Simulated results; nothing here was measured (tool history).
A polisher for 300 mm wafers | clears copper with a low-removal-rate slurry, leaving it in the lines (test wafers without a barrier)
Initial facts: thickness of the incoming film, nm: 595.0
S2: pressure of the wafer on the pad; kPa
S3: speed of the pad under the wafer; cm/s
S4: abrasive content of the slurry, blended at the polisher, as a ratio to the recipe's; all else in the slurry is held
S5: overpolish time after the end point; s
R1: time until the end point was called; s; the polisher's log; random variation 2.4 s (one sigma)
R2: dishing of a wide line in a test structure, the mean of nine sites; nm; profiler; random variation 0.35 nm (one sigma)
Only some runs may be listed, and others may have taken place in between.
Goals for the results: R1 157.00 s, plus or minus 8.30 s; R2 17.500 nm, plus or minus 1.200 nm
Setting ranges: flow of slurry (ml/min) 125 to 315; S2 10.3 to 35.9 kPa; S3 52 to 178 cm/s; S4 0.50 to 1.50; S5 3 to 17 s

{"run": 1, "day": 0.0, "flow of slurry (ml/min)": 205, "S2": 22.8, "S3": 114, "S4": 1.0, "S5": 9, "R1": 148.68, "R2": 23.134}
{"run": 2, "day": 0.338, "flow of slurry (ml/min)": 205, "S2": 22.1, "S3": 114, "S4": 1.0, "S5": 8, "R1": 155.16, "R2": 21.086}
{"run": 3, "day": 0.671, "flow of slurry (ml/min)": 205, "S2": 22.1, "S3": 114, "S4": 1.1, "S5": 8, "R1": 153.11, "R2": 21.1}
{"run": 4, "day": 0.721, "flow of slurry (ml/min)": 205, "S2": 22.1, "S3": 114, "S4": 1.1, "S5": 11, "R1": 151.26, "R2": 28.193}
{"run": 5, "day": 1.096, "flow of slurry (ml/min)": 205, "S2": 22.1, "S3": 114, "S4": 1.1, "S5": 10, "R1": 149.12, "R2": 25.071}
{"run": 6, "day": 1.3, "flow of slurry (ml/min)": 205, "S2": 22.1, "S3": 128, "S4": 1.1, "S5": 10, "R1": 134.85, "R2": 28.769}
{"run": 7, "day": 1.588, "flow of slurry (ml/min)": 205, "S2": 21.4, "S3": 128, "S4": 1.1, "S5": 9, "R1": 142.23, "R2": 24.237}
{"run": 8, "day": 1.862, "flow of slurry (ml/min)": 205, "S2": 20.7, "S3": 128, "S4": 1.1, "S5": 9, "R1": 143.06, "R2": 23.446}
{"run": 9, "day": 2.125, "flow of slurry (ml/min)": 205, "S2": 20.0, "S3": 128, "S4": 1.1, "S5": 9, "R1": 147.1, "R2": 22.716}
{"run": 10, "day": 2.433, "flow of slurry (ml/min)": 205, "S2": 19.3, "S3": 128, "S4": 1.1, "S5": 9, "R1": 152.04, "R2": 22.768}
{"run": 11, "day": 2.692, "flow of slurry (ml/min)": 205, "S2": 19.3, "S3": 128, "S4": 1.1, "S5": 8, "R1": 151.85, "R2": 20.044}

Which one of the following 4 next-run settings gets every result inside its allowed miss? There is exactly one.
{"run": "A", "day": 2.95, "flow of slurry (ml/min)": 215, "S2": 16.5, "S3": 130, "S4": 1.05, "S5": 8, "R1": "?", "R2": "?"}
{"run": "B", "day": 2.95, "flow of slurry (ml/min)": 175, "S2": 22.8, "S3": 108, "S4": 1.45, "S5": 5, "R1": "?", "R2": "?"}
{"run": "C", "day": 2.95, "flow of slurry (ml/min)": 200, "S2": 19.3, "S3": 118, "S4": 1.25, "S5": 6, "R1": "?", "R2": "?"}
{"run": "D", "day": 2.95, "flow of slurry (ml/min)": 260, "S2": 17.9, "S3": 134, "S4": 1.05, "S5": 7, "R1": "?", "R2": "?"}

move=A R1=178.68 R2=17.471
move=B R1=143.78 R2=13.882
move=C R1=160.87 R2=14.783
move=D R1=158.94 R2=17.247
A: brings the last run's worst result on target, with another outside its allowed miss
B: carries the result that was furthest off beyond its target, to the other side
C: carries the result that was furthest off beyond its target, to the other side
D: in spec on every target
The move that meets every target is D.
